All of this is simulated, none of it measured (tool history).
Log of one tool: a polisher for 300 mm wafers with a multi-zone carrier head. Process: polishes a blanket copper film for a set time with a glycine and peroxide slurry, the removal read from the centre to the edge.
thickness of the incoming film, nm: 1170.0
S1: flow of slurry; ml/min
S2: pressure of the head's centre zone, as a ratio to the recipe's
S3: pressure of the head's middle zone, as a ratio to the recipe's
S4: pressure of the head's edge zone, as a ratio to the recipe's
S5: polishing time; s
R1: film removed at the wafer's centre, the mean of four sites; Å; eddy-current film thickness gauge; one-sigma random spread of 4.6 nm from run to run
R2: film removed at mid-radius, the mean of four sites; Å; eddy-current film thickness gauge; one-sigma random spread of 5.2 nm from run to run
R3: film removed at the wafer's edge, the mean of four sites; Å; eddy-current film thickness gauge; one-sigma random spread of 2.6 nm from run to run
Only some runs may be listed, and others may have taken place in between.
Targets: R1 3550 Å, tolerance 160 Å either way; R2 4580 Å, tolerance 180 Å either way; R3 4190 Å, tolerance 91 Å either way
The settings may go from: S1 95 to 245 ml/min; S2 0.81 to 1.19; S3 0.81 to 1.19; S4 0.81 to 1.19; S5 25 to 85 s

Run 1, hour 0: S1 155 ml/min, S2 1, S3 1, S4 1, S5 55 s. Result: R1 2996.2 Å, R2 2992.4 Å, R3 2998 Å.
Run 2, hour 4.1: S1 155 ml/min, S2 1, S3 1, S4 1, S5 62 s. Result: R1 3305 Å, R2 3398.7 Å, R3 3382.2 Å.
Run 3, hour 7.7: S1 185 ml/min, S2 1, S3 1, S4 1, S5 62 s. Result: R1 3428.9 Å, R2 3493.9 Å, R3 3459.9 Å.
Run 4, hour 8.9: S1 190 ml/min, S2 0.98, S3 1.04, S4 1.04, S5 63 s. Result: R1 3498.7 Å, R2 3744.7 Å, R3 3569.8 Å.
Run 5, hour 9.9: S1 190 ml/min, S2 0.98, S3 1.04, S4 1.11, S5 63 s. Result: R1 3447.3 Å, R2 3786.3 Å, R3 3671.9 Å.
Run 6, hour 11.2: S1 195 ml/min, S2 0.96, S3 1.06, S4 1.13, S5 64 s. Result: R1 3505.6 Å, R2 3811.4 Å, R3 3810.2 Å.
Run 7, hour 18.2: S1 205 ml/min, S2 0.92, S3 1.09, S4 1.12, S5 65 s. Result: R1 3383.8 Å, R2 4104.9 Å, R3 3851.7 Å.
Run 8, hour 19.9: S1 210 ml/min, S2 0.92, S3 1.1, S4 1.13, S5 66 s. Result: R1 3493.3 Å, R2 4120 Å, R3 3925.7 Å.

Which single option among these 5 for the next run brings every result within its allowed miss of target? Just one does.
Run A, hour 21.6: S1 245 ml/min, S2 0.9, S3 1.19, S4 0.91, S5 65 s. Result: R1 ?, R2 ?, R3 ?.
Run B, hour 21.6: S1 205 ml/min, S2 0.95, S3 1.03, S4 1.19, S5 61 s. Result: R1 ?, R2 ?, R3 ?.
Run C, hour 21.6: S1 230 ml/min, S2 0.86, S3 0.94, S4 1.19, S5 69 s. Result: R1 ?, R2 ?, R3 ?.
Run D, hour 21.6: S1 245 ml/min, S2 0.99, S3 1.19, S4 0.97, S5 66 s. Result: R1 ?, R2 ?, R3 ?.
Run E, hour 21.6: S1 235 ml/min, S2 0.85, S3 1.11, S4 1.04, S5 72 s. Result: R1 ?, R2 ?, R3 ?.

move      R1      R2      R3
   A  3397.8  4367.7  3569.6
   B  3279.8  3538.6  3745.7
   C  3410.2  3763.8  4289.8
   D    3798  4432.4  3729.5
   E  3531.2  4534.3  4190.7
A: the biggest miss grows against the last run
B: the biggest miss grows against the last run
C: carries the result that was furthest off beyond its target, to the other side
D: the biggest miss grows against the last run
E: in spec on every target
Move E is the one to make.
